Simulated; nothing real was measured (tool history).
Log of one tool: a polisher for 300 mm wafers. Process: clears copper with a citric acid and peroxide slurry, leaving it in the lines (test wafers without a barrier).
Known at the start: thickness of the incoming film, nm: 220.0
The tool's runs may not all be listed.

run,hour,flow of slurry (ml/min),pressure of the wafer on the pad (psi),speed of the pad under the wafer (cm/s),abrasive content of the slurry,overpolish time after the end point (s),time until the end point was called (s),dishing of a wide line in a test structure (Å)
1,0,290,3.2,122,1,28,88.655,479.39
2,5.2,240,3.2,122,1,28,90.664,460.25
3,11.5,240,3.3,122,1,31,87.377,520.43
4,20.2,240,3.3,122,1,34,87.037,568.39
5,23.8,240,3.3,122,1,27,87.205,482.47
6,29.2,240,3.4,122,1,31,85.037,565.7
7,33.6,240,3.5,120,1,33,85.003,585.99

The next listed run, before its measurement:
8,36.2,240,3.6,120,1,35,?,?

{"run 8": {"time until the end point was called (s)": 81.055, "dishing of a wide line in a test structure (Å)": 591.6}}

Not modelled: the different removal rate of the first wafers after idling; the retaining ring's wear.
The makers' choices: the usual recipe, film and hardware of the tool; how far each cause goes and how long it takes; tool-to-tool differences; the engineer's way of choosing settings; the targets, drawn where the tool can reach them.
